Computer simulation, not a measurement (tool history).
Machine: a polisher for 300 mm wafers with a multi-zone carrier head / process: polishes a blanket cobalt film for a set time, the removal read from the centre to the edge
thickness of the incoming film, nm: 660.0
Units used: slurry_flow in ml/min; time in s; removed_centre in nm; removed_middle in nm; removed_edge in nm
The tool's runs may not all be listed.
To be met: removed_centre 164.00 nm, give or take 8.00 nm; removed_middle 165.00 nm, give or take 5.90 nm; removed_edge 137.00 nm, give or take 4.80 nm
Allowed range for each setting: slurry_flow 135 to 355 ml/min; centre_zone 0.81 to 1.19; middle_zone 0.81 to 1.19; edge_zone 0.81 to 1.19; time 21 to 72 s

Run 1, hour 0.0: slurry_flow 225 ml/min, centre_zone 1.00, middle_zone 1.00, edge_zone 1.00, time 46 s. Result: removed_centre 124.16 nm, removed_middle 123.37 nm, removed_edge 125.96 nm.
Run 2, hour 4.4: slurry_flow 225 ml/min, centre_zone 1.06, middle_zone 1.00, edge_zone 1.00, time 46 s. Result: removed_centre 132.13 nm, removed_middle 120.28 nm, removed_edge 124.67 nm.
Run 3, hour 10.8: slurry_flow 230 ml/min, centre_zone 1.07, middle_zone 1.02, edge_zone 0.99, time 47 s. Result: removed_centre 140.19 nm, removed_middle 127.36 nm, removed_edge 130.20 nm.
Run 4, hour 14.9: slurry_flow 230 ml/min, centre_zone 1.07, middle_zone 1.02, edge_zone 0.92, time 47 s. Result: removed_centre 138.25 nm, removed_middle 126.13 nm, removed_edge 122.14 nm.
Run 5, hour 16.7: slurry_flow 235 ml/min, centre_zone 1.07, middle_zone 1.04, edge_zone 0.92, time 47 s. Result: removed_centre 136.69 nm, removed_middle 130.25 nm, removed_edge 123.44 nm.
Run 6, hour 18.0: slurry_flow 235 ml/min, centre_zone 1.07, middle_zone 1.04, edge_zone 0.92, time 57 s. Result: removed_centre 166.95 nm, removed_middle 156.50 nm, removed_edge 151.40 nm.
Run 7, hour 23.1: slurry_flow 235 ml/min, centre_zone 1.07, middle_zone 1.05, edge_zone 0.91, time 57 s. Result: removed_centre 170.73 nm, removed_middle 157.78 nm, removed_edge 149.73 nm.
Run 8, hour 27.2: slurry_flow 235 ml/min, centre_zone 1.07, middle_zone 1.06, edge_zone 0.90, time 57 s. Result: removed_centre 169.33 nm, removed_middle 158.48 nm, removed_edge 145.45 nm.
Run 9, hour 32.9: slurry_flow 235 ml/min, centre_zone 1.07, middle_zone 1.07, edge_zone 0.90, time 57 s. Result: removed_centre 166.35 nm, removed_middle 161.45 nm, removed_edge 146.16 nm.
Run 10, hour 37.6: slurry_flow 235 ml/min, centre_zone 1.07, middle_zone 1.07, edge_zone 0.90, time 57 s. Result: removed_centre 164.17 nm, removed_middle 163.51 nm, removed_edge 149.91 nm.
Run 11, hour 40.9: slurry_flow 235 ml/min, centre_zone 1.07, middle_zone 1.07, edge_zone 0.90, time 57 s. Result: removed_centre 167.64 nm, removed_middle 163.08 nm, removed_edge 147.75 nm.
Run 12, hour 47.5: slurry_flow 235 ml/min, centre_zone 1.07, middle_zone 1.07, edge_zone 0.89, time 57 s. Result: removed_centre 170.90 nm, removed_middle 161.81 nm, removed_edge 145.67 nm.
Run 13, hour 56.2: slurry_flow 225 ml/min, centre_zone 1.05, middle_zone 1.09, edge_zone 0.87, time 57 s. Result: removed_centre 163.86 nm, removed_middle 164.74 nm, removed_edge 144.40 nm.

5 next moves are on the table. One of them brings every result within its allowed miss. Which?
Run A, hour 64.9: slurry_flow 255 ml/min, centre_zone 1.04, middle_zone 1.11, edge_zone 0.89, time 57 s. Result: removed_centre ?, removed_middle ?, removed_edge ?.
Run B, hour 64.9: slurry_flow 280 ml/min, centre_zone 1.11, middle_zone 1.18, edge_zone 0.82, time 51 s. Result: removed_centre ?, removed_middle ?, removed_edge ?.
Run C, hour 64.9: slurry_flow 255 ml/min, centre_zone 1.06, middle_zone 1.11, edge_zone 0.81, time 56 s. Result: removed_centre ?, removed_middle ?, removed_edge ?.
Run D, hour 64.9: slurry_flow 205 ml/min, centre_zone 1.02, middle_zone 1.09, edge_zone 0.94, time 58 s. Result: removed_centre ?, removed_middle ?, removed_edge ?.
Run E, hour 64.9: slurry_flow 230 ml/min, centre_zone 0.98, middle_zone 1.08, edge_zone 0.95, time 59 s. Result: removed_centre ?, removed_middle ?, removed_edge ?.

move  removed_centre  removed_middle  removed_edge
   A          164.89          164.68        146.72
   B          159.26          156.76        127.34
   C          165.13          161.79        138.21
   D          159.95          160.87        150.26
   E          158.74          164.66        155.24
A: the biggest miss grows against the last run
B: takes the biggest miss from the last run beyond its target
C: meets every target
D: the biggest miss grows against the last run
E: the biggest miss grows against the last run
Go with C: it meets all targets.
